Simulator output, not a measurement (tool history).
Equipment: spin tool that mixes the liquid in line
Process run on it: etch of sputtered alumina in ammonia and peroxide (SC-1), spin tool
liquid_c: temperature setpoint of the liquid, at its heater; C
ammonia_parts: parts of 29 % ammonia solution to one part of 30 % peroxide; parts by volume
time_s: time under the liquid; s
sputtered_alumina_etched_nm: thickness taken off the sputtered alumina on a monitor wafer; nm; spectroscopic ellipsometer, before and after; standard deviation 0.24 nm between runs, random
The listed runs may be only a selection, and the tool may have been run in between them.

{"run": 1, "hour": 0.0, "liquid_c": 47.0, "ammonia_parts": 0.55, "time_s": 325, "sputtered_alumina_etched_nm": 16.54}
{"run": 2, "hour": 8.8, "liquid_c": 50.0, "ammonia_parts": 0.55, "time_s": 325, "sputtered_alumina_etched_nm": 19.2}
{"run": 3, "hour": 13.9, "liquid_c": 50.0, "ammonia_parts": 0.55, "time_s": 345, "sputtered_alumina_etched_nm": 20.539}
{"run": 4, "hour": 18.6, "liquid_c": 52.0, "ammonia_parts": 0.55, "time_s": 345, "sputtered_alumina_etched_nm": 22.842}
{"run": 5, "hour": 27.1, "liquid_c": 47.0, "ammonia_parts": 0.55, "time_s": 345, "sputtered_alumina_etched_nm": 17.335}
{"run": 6, "hour": 32.5, "liquid_c": 47.0, "ammonia_parts": 0.55, "time_s": 345, "sputtered_alumina_etched_nm": 17.394}
{"hour": 38.7, "done": "ammonia flow meter replaced"}
{"run": 7, "hour": 38.7, "liquid_c": 49.5, "ammonia_parts": 0.55, "time_s": 345, "sputtered_alumina_etched_nm": 19.761}
{"run": 8, "hour": 46.3, "liquid_c": 51.5, "ammonia_parts": 0.55, "time_s": 345, "sputtered_alumina_etched_nm": 21.762}
{"run": 9, "hour": 47.7, "liquid_c": 53.5, "ammonia_parts": 0.55, "time_s": 345, "sputtered_alumina_etched_nm": 24.215}
{"run": 10, "hour": 52.3, "liquid_c": 55.0, "ammonia_parts": 0.55, "time_s": 345, "sputtered_alumina_etched_nm": 26.489}
{"run": 11, "hour": 60.8, "liquid_c": 56.0, "ammonia_parts": 0.55, "time_s": 345, "sputtered_alumina_etched_nm": 28.121}

Run 12 has not been measured yet. What should we expect?
{"run": 12, "hour": 63.1, "liquid_c": 56.5, "ammonia_parts": 0.55, "time_s": 345, "sputtered_alumina_etched_nm": "?"}

sputtered_alumina_etched_nm: 28.485 nm
